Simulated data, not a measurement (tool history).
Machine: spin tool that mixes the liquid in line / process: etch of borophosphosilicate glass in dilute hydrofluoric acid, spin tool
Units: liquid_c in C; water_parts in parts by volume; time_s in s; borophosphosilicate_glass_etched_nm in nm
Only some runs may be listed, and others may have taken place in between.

run	day	liquid_c	water_parts	time_s	borophosphosilicate_glass_etched_nm
1	0	24	95	85	40.633
2	0.179	24	70	85	56.185
3	0.346	22	80	85	45.284
4	0.688	24.5	80	85	49.869
5	0.958	22.5	90	85	40.234
6	1.162	19	90	85	34.735
7	1.438	18.5	95	85	32.401
8	1.788	18	95	85	31.624

Run 9, settings as shown, results not yet in. Your forecast:
9	2.138	18	95	85	?

borophosphosilicate_glass_etched_nm: 31.422 nm

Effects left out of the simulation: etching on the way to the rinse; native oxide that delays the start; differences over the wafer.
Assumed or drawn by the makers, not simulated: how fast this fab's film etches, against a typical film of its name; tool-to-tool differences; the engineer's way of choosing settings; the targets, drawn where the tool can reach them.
